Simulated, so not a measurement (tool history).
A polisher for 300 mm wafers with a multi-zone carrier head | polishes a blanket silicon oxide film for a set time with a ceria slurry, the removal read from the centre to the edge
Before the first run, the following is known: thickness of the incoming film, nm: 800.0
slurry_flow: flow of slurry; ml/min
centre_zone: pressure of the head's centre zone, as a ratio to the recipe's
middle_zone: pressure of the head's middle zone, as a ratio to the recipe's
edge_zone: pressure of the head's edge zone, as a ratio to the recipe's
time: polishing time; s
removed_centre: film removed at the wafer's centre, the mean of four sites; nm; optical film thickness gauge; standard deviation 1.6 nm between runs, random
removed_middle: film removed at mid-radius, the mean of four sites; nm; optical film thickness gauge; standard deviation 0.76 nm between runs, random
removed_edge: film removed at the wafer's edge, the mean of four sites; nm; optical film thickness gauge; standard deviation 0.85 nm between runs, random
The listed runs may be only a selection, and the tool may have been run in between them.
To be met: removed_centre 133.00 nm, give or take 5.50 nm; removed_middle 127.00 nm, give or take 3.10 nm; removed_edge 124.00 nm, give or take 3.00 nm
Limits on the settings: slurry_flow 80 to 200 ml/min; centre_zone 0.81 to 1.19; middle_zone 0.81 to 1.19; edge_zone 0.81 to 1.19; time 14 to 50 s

run,hour,slurry_flow,centre_zone,middle_zone,edge_zone,time,removed_centre,removed_middle,removed_edge
1,0.0,130,1.00,1.00,1.00,32,179.69,171.63,181.21
2,3.7,130,1.00,1.00,0.96,32,178.47,173.56,178.84
3,9.3,125,1.01,1.00,0.92,29,157.90,155.85,158.22
4,11.3,125,1.01,1.06,0.92,29,161.01,164.72,158.59
5,13.6,120,1.03,1.04,0.89,27,148.32,147.22,144.15
6,21.2,110,1.05,1.04,0.86,26,145.04,137.87,135.44
7,27.4,105,1.05,1.04,0.84,26,137.13,134.85,131.48
# hour 31.9: slurry nozzle cleaned
8,31.9,100,1.06,1.04,0.83,26,153.90,146.00,138.50
9,32.8,110,1.06,1.03,0.82,25,154.39,141.36,135.40
10,40.4,100,1.06,1.03,0.82,25,148.50,139.62,133.03
11,44.4,100,1.06,1.04,0.84,24,143.34,132.34,128.11
12,52.4,95,1.05,1.04,0.84,24,141.00,131.25,126.63

Of the 5 settings listed for the next run, only one would bring every result within its allowed miss of target. Which one?
A,60.4,90,1.10,1.01,0.87,25,?,?,?
B,60.4,110,1.03,1.06,0.84,23,?,?,?
C,60.4,85,1.09,1.10,0.95,23,?,?,?
D,60.4,100,1.00,1.05,0.82,24,?,?,?
E,60.4,135,1.06,1.05,0.86,22,?,?,?

move,removed_centre,removed_middle,removed_edge
A,146.42,132.04,130.61
B,136.18,135.35,123.97
C,130.16,127.77,122.34
D,133.31,136.02,125.68
E,142.49,135.47,124.21
A: its largest miss is bigger than the last run's
B: puts the biggest miss on target and leaves a different result outside tolerance
C: hits every target within its allowed miss
D: puts the biggest miss on target and leaves a different result outside tolerance
E: its largest miss is bigger than the last run's
C is the move that brings every result within its allowed miss.

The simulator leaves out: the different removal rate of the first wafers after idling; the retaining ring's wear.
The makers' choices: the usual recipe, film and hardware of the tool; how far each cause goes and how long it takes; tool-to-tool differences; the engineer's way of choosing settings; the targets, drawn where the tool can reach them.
